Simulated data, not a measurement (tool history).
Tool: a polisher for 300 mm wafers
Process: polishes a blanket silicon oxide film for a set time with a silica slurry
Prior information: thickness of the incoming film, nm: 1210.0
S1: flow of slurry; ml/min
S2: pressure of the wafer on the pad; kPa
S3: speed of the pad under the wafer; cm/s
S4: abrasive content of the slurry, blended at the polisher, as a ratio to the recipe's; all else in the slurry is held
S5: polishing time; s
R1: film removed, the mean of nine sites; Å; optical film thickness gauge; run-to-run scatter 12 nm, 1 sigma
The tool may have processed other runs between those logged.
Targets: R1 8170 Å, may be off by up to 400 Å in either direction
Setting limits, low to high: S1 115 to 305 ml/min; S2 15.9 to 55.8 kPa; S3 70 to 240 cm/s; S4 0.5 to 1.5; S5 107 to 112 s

{"run": 1, "hour": 0.0, "S1": 195, "S2": 35.9, "S3": 154, "S4": 1, "S5": 107, "R1": 5347.2}
{"run": 2, "hour": 7.6, "S1": 195, "S2": 37.9, "S3": 154, "S4": 1, "S5": 107, "R1": 5697.5}
{"run": 3, "hour": 11.9, "S1": 195, "S2": 39.3, "S3": 154, "S4": 1, "S5": 107, "R1": 5927.2}
{"run": 4, "hour": 14.7, "S1": 195, "S2": 40.7, "S3": 154, "S4": 1, "S5": 107, "R1": 5905.6}
{"run": 5, "hour": 21.7, "S1": 195, "S2": 40.7, "S3": 154, "S4": 1, "S5": 107, "R1": 5973.5}
{"run": 6, "hour": 27.2, "S1": 195, "S2": 42.7, "S3": 156, "S4": 1, "S5": 107, "R1": 6282.7}
{"run": 7, "hour": 29.9, "S1": 195, "S2": 44.1, "S3": 158, "S4": 1, "S5": 107, "R1": 6443}
{"run": 8, "hour": 37.4, "S1": 195, "S2": 45.5, "S3": 160, "S4": 1, "S5": 107, "R1": 6782}
{"run": 9, "hour": 39.0, "S1": 195, "S2": 46.9, "S3": 160, "S4": 1, "S5": 107, "R1": 7073.3}

Of the 4 settings listed for the next run, only one would bring every result within its allowed miss of target. Which one?
{"run": "A", "hour": 40.6, "S1": 215, "S2": 47.6, "S3": 228, "S4": 0.85, "S5": 112, "R1": "?"}
{"run": "B", "hour": 40.6, "S1": 170, "S2": 53.1, "S3": 146, "S4": 0.9, "S5": 107, "R1": "?"}
{"run": "C", "hour": 40.6, "S1": 210, "S2": 55.8, "S3": 176, "S4": 0.85, "S5": 107, "R1": "?"}
{"run": "D", "hour": 40.6, "S1": 185, "S2": 53.8, "S3": 174, "S4": 1.05, "S5": 112, "R1": "?"}

move=A R1=8885.8
move=B R1=6573.8
move=C R1=7941.1
move=D R1=8926.5
A: carries the result that was furthest off beyond its target, to the other side
B: moves away from the targets compared with the last run
C: every result within its allowed miss
D: carries the result that was furthest off beyond its target, to the other side
C meets every target.

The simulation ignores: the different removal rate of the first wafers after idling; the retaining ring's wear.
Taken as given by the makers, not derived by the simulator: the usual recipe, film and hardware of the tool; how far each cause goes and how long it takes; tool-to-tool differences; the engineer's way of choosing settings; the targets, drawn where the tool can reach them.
